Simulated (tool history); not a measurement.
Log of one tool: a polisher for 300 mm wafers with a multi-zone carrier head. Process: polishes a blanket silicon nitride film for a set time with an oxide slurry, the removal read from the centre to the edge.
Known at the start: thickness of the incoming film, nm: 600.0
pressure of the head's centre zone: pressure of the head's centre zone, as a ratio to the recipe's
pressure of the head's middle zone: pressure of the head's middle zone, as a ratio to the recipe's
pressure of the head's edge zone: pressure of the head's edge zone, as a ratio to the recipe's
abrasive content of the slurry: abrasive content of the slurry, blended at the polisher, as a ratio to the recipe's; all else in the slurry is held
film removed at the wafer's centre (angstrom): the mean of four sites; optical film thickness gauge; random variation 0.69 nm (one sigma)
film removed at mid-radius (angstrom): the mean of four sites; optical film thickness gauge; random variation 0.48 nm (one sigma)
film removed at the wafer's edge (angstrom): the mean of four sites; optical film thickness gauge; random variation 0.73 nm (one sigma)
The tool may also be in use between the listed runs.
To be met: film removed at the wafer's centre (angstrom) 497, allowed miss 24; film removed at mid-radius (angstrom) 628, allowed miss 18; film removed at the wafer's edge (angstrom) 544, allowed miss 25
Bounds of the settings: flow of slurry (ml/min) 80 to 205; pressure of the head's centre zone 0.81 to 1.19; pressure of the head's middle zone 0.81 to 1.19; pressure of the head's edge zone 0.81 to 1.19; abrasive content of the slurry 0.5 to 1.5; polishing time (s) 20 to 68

run,hour,flow of slurry (ml/min),pressure of the head's centre zone,pressure of the head's middle zone,pressure of the head's edge zone,abrasive content of the slurry,polishing time (s),film removed at the wafer's centre (angstrom),film removed at mid-radius (angstrom),film removed at the wafer's edge (angstrom)
1,0,135,1,1,1,1,44,379.3,377.55,374.16
2,3.2,135,1,1,0.96,1,44,372.08,383.17,372.75
3,5.9,135,1.05,1,0.96,1,44,382.02,381.14,376.25
4,8.4,120,1.05,1,0.96,1,44,371.79,363.95,372.1
5,16.7,120,0.99,1.06,0.99,1.15,46,410.74,432.39,414.93
6,22.7,145,0.99,1.06,0.99,1.15,46,422.87,453.01,424.24
7,30.9,150,0.94,1.1,1.02,1.25,47,436.55,506.15,465.52
8,32.6,185,0.91,1.19,1.09,1.45,47,478.4,591.52,519.31
9,36.1,185,0.9,1.19,1.08,1.45,47,476.49,592.08,527.5
10,45.1,185,0.89,1.19,1.05,1.45,47,465.77,593,523.36
11,51.6,190,0.89,1.19,1.03,1.45,47,475.43,597.37,514.57

Which of these 5 next moves meets every target?
A,58.1,190,1.05,1.14,0.96,1.5,44,?,?,?
B,58.1,195,0.91,1.11,1.01,1.5,55,?,?,?
C,58.1,205,0.98,1.1,0.92,1.5,52,?,?,?
D,58.1,190,0.9,1.19,1.09,1.5,49,?,?,?
E,58.1,190,0.96,1.16,1.03,1.4,47,?,?,?

move,film removed at the wafer's centre (angstrom),film removed at mid-radius (angstrom),film removed at the wafer's edge (angstrom)
A,504.92,547.9,473.85
B,556,672.46,608.87
C,567.13,635.44,554
D,488.46,633.54,560.87
E,483.63,578.51,509.46
A: further off than the last run
B: takes the result that was furthest off past its target
C: brings the result that was furthest off to its target, and leaves another outside
D: meets every target
E: further off than the last run
Answer: D
